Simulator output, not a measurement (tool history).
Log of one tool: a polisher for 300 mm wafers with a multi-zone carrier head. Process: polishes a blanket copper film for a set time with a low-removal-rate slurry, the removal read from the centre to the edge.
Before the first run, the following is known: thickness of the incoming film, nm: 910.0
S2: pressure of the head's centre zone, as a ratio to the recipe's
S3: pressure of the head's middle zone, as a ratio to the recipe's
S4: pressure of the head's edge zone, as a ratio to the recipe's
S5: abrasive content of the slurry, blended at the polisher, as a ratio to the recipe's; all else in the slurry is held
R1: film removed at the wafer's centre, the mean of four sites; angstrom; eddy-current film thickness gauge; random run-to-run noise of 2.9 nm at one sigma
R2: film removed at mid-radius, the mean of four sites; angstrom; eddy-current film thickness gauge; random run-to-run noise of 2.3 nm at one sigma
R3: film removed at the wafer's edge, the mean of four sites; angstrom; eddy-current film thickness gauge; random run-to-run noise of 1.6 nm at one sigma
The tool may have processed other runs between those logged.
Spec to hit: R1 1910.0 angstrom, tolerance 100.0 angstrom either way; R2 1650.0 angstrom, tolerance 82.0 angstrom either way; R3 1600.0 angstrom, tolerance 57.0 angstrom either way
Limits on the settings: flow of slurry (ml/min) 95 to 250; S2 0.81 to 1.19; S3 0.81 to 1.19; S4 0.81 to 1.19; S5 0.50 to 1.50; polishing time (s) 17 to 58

Run 1, hour 0.0: flow of slurry (ml/min) 160, S2 1.00, S3 1.00, S4 1.00, S5 1.00, polishing time (s) 37. Result: R1 1191.4 angstrom, R2 1195.6 angstrom, R3 1230.3 angstrom.
Run 2, hour 4.5: flow of slurry (ml/min) 160, S2 1.00, S3 0.92, S4 1.00, S5 1.00, polishing time (s) 37. Result: R1 1164.0 angstrom, R2 1142.6 angstrom, R3 1223.0 angstrom.
Run 3, hour 12.0: flow of slurry (ml/min) 195, S2 1.00, S3 0.92, S4 1.00, S5 1.00, polishing time (s) 37. Result: R1 1193.6 angstrom, R2 1166.9 angstrom, R3 1237.2 angstrom.
Run 4, hour 20.8: flow of slurry (ml/min) 200, S2 1.03, S3 0.94, S4 1.00, S5 1.10, polishing time (s) 38. Result: R1 1350.3 angstrom, R2 1228.5 angstrom, R3 1304.4 angstrom.
Run 5, hour 29.1: flow of slurry (ml/min) 180, S2 1.03, S3 0.94, S4 1.00, S5 1.10, polishing time (s) 38. Result: R1 1293.2 angstrom, R2 1223.6 angstrom, R3 1295.7 angstrom.
Run 6, hour 30.1: flow of slurry (ml/min) 155, S2 1.03, S3 0.94, S4 1.00, S5 1.10, polishing time (s) 38. Result: R1 1288.4 angstrom, R2 1176.4 angstrom, R3 1257.4 angstrom.
Run 7, hour 31.3: flow of slurry (ml/min) 160, S2 1.04, S3 0.98, S4 1.00, S5 1.15, polishing time (s) 39. Result: R1 1338.2 angstrom, R2 1287.5 angstrom, R3 1340.7 angstrom.
Run 8, hour 39.1: flow of slurry (ml/min) 165, S2 1.07, S3 1.00, S4 1.00, S5 1.20, polishing time (s) 39. Result: R1 1427.9 angstrom, R2 1303.0 angstrom, R3 1348.9 angstrom.
Run 9, hour 42.9: flow of slurry (ml/min) 170, S2 1.09, S3 1.03, S4 1.00, S5 1.25, polishing time (s) 39. Result: R1 1462.3 angstrom, R2 1356.1 angstrom, R3 1363.0 angstrom.
Run 10, hour 46.7: flow of slurry (ml/min) 175, S2 1.11, S3 1.04, S4 1.00, S5 1.30, polishing time (s) 40. Result: R1 1601.5 angstrom, R2 1421.7 angstrom, R3 1423.1 angstrom.
Run 11, hour 55.7: flow of slurry (ml/min) 180, S2 1.12, S3 1.06, S4 1.01, S5 1.35, polishing time (s) 40. Result: R1 1563.3 angstrom, R2 1415.2 angstrom, R3 1438.9 angstrom.
Run 12, hour 64.3: flow of slurry (ml/min) 180, S2 1.13, S3 1.07, S4 1.00, S5 1.35, polishing time (s) 41. Result: R1 1664.6 angstrom, R2 1531.9 angstrom, R3 1437.2 angstrom.

Below are 4 possible settings for the next run. Only one of them brings all results inside the allowed miss of their targets. Which is it?
Run A, hour 72.9: flow of slurry (ml/min) 210, S2 0.97, S3 1.19, S4 1.10, S5 1.15, polishing time (s) 48. Result: R1 ?, R2 ?, R3 ?.
Run B, hour 72.9: flow of slurry (ml/min) 180, S2 1.10, S3 1.08, S4 0.98, S5 1.30, polishing time (s) 49. Result: R1 ?, R2 ?, R3 ?.
Run C, hour 72.9: flow of slurry (ml/min) 200, S2 1.09, S3 1.06, S4 1.01, S5 1.45, polishing time (s) 44. Result: R1 ?, R2 ?, R3 ?.
Run D, hour 72.9: flow of slurry (ml/min) 155, S2 1.18, S3 1.03, S4 0.96, S5 1.45, polishing time (s) 46. Result: R1 ?, R2 ?, R3 ?.

move      R1      R2      R3
   A  1635.3  1845.1  1771.1
   B  1895.7  1774.6  1727.6
   C  1763.0  1642.7  1635.0
   D  1897.7  1611.9  1614.8
A: takes the biggest miss from the last run beyond its target
B: takes the biggest miss from the last run beyond its target
C: the worst result of the last run now meets its target, but another is out of spec
D: every result within its allowed miss
Correct choice: D, which meets every target

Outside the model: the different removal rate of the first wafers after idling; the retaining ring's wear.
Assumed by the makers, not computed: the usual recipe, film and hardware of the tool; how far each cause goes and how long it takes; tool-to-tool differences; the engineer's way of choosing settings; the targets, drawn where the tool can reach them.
